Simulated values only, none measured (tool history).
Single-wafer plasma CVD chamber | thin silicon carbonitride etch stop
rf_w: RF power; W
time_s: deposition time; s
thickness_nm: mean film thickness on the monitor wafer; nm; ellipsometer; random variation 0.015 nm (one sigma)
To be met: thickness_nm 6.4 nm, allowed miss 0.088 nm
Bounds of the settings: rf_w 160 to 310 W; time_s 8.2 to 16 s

run 1 hour=0 | rf_w=235 time_s=12.1 | thickness_nm=7.4963
run 2 hour=2.7 | rf_w=210 time_s=12.1 | thickness_nm=7.2643
run 3 hour=7.7 | rf_w=195 time_s=11.8 | thickness_nm=6.9518
run 4 hour=14.3 | rf_w=215 time_s=11.8 | thickness_nm=7.1575
run 5 hour=15.1 | rf_w=200 time_s=11.6 | thickness_nm=6.8762
run 6 hour=20.5 | rf_w=200 time_s=13.3 | thickness_nm=7.8821
run 7 hour=26.6 | rf_w=190 time_s=12.6 | thickness_nm=7.3853
run 8 hour=31.4 | rf_w=180 time_s=12.2 | thickness_nm=7.0325
run 9 hour=36 | rf_w=175 time_s=11.9 | thickness_nm=6.8561
run 10 hour=39.6 | rf_w=170 time_s=11.7 | thickness_nm=6.6836
run 11 hour=40.3 | rf_w=165 time_s=11.6 | thickness_nm=6.5544
run 12 hour=49 | rf_w=165 time_s=11.6 | thickness_nm=6.5596

5 next moves are on the table. One of them brings every result within its allowed miss. Which?
run A hour=57.7 | rf_w=160 time_s=11 | thickness_nm=?
run B hour=57.7 | rf_w=185 time_s=11.5 | thickness_nm=?
run C hour=57.7 | rf_w=170 time_s=11.8 | thickness_nm=?
run D hour=57.7 | rf_w=175 time_s=11.6 | thickness_nm=?
run E hour=57.7 | rf_w=185 time_s=11 | thickness_nm=?

move=A thickness_nm=6.2118
move=B thickness_nm=6.7219
move=C thickness_nm=6.7593
move=D thickness_nm=6.6906
move=E thickness_nm=6.4296
A: takes the result that was furthest off past its target
B: further off than the last run
C: further off than the last run
D: further off than the last run
E: meets every target
The right move is E.

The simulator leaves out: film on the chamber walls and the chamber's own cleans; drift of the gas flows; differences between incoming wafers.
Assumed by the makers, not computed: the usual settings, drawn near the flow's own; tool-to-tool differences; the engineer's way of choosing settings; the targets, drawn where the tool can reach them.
